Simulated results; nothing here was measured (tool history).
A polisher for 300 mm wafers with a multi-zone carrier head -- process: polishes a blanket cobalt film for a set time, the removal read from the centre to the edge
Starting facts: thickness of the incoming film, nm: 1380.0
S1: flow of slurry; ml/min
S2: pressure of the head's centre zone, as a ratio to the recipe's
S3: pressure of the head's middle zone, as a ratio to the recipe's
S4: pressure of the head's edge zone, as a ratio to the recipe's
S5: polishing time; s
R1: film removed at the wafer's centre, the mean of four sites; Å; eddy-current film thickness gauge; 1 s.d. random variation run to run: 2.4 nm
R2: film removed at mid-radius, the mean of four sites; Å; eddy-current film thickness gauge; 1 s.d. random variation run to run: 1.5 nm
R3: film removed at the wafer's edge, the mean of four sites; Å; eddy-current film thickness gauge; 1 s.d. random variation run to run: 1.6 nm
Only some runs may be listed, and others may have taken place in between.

run  hour   S1    S2    S3    S4  S5      R1      R2      R3
  1   0.0  225  1.00  1.00  1.00  61  2889.7  2808.6  2813.4
  2   5.5  225  1.00  1.08  1.00  61  2955.5  3059.8  2834.9
  3   6.8  225  1.00  1.04  1.00  61  2935.6  2965.7  2893.4
  4  12.5  220  1.00  1.01  0.99  58  2794.5  2712.1  2691.4
  5  15.5  220  1.00  1.06  0.99  58  2799.9  2813.4  2690.6
  6  23.7  220  1.00  1.06  0.99  68  3232.7  3294.8  3188.8
  7  29.6  210  1.00  1.02  0.98  65  3149.7  3059.8  3025.0
  8  33.8  210  1.00  1.02  0.98  65  3087.6  3039.5  2980.2
     42.7  -- worn pad replaced by a new one
  9  42.7  165  1.00  0.92  0.92  48  2442.5  2247.4  2300.5
 10  50.3  165  1.00  0.90  0.93  46  2294.0  2077.8  2245.3
 11  52.2  165  1.01  0.89  0.93  45  2299.8  2070.4  2185.8

What does the tool deliver on the next run?
 12  59.9  165  1.02  0.88  0.94  44   ?   ?   ?

R1: 2272.3 Å
R2: 1969.3 Å
R3: 2146.8 Å
